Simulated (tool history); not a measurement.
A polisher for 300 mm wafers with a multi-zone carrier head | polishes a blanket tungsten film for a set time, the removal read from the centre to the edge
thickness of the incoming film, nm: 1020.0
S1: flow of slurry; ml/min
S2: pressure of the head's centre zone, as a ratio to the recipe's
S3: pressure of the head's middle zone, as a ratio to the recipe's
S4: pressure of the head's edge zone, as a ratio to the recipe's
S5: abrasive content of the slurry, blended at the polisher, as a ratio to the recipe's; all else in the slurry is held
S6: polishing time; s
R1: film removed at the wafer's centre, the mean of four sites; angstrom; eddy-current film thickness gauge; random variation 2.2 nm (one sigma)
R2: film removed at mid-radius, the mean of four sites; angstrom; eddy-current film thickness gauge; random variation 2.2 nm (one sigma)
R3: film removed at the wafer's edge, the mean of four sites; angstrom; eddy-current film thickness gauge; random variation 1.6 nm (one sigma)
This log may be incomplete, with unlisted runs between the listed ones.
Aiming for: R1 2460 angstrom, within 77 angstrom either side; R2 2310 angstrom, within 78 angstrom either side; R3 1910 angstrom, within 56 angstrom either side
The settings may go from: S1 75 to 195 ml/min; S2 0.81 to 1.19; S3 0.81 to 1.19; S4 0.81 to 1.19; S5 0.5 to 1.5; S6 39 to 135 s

run  hour   S1    S2    S3    S4    S5  S6      R1      R2      R3
  1     0  125     1     1     1     1  87  3799.4  3664.5  3726.2
  2   4.9  130  1.03  1.03  0.95  0.85  75  3257.3  3156.4  3048.5
  3   6.3  130  1.03  1.03  0.95  0.85  63  2731.4  2651.9  2585.7
  4   9.2  130  1.03  1.03  0.95  0.85  45  1952.5  1896.1  1835.6
  5  17.9  130  1.03   1.1  0.95  0.85  45  1941.7  1993.2  1815.2
  6  24.5  145  1.06  1.11  0.93  0.85  45  2067.7  2084.4  1853.5
  7  32.6  155  1.09  1.12  0.91  0.85  45  2176.4  2095.4  1821.7
  8  38.7  165   1.1  1.13  0.91   0.9  45  2247.8  2195.3  1879.9
  9  43.3  170  1.11  1.13   0.9   0.9  45  2279.9  2201.1  1896.7
 10  51.6  175  1.12  1.14  0.89   0.9  45  2308.8  2222.6  1880.8

Pick the move, out of 5, that brings all results within their allowed miss; only one does.
  A  59.9  165  1.07  1.19  0.87  0.95  45   ?   ?   ?
  B  59.9  180  1.12  1.15  0.91  0.95  43   ?   ?   ?
  C  59.9  190  1.01  1.07  0.95   1.1  42   ?   ?   ?
  D  59.9  185  1.14  1.05  0.86  1.05  44   ?   ?   ?
  E  59.9  160  1.13  1.13  0.81  0.85  49   ?   ?   ?

move      R1      R2      R3
   A  2197.9  2317.7  1876.2
   B  2235.3  2181.7  1850.9
   C  2055.9  2093.5  1924.3
   D  2394.7  2124.2    1899
   E  2446.6  2337.4  1921.7
A: the biggest miss grows against the last run
B: the biggest miss grows against the last run
C: the biggest miss grows against the last run
D: the worst result of the last run now meets its target, but another is out of spec
E: hits every target within its allowed miss
Answer: E
